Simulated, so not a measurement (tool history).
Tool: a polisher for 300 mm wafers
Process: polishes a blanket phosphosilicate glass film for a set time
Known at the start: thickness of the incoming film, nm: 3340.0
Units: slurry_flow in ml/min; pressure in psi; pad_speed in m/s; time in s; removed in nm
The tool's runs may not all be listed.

run,day,slurry_flow,pressure,pad_speed,slurry_solids,time,removed
1,0,250,3.8,1,1,92,1034.7
2,0.15,250,3.8,1.22,1,92,1188.1
3,0.217,250,3.8,1.04,1,92,1051.5
4,0.533,250,3.4,1.04,1,92,974.68
5,0.704,250,4.3,1.04,1,92,1200
6,0.817,250,4.4,1.04,1,92,1211.1
7,0.867,250,4.5,1.04,1,92,1234.8

Forecast run 8:
8,0.975,250,4.6,1.04,1,92,?

Run 8 gave removed 1262.2 nm.

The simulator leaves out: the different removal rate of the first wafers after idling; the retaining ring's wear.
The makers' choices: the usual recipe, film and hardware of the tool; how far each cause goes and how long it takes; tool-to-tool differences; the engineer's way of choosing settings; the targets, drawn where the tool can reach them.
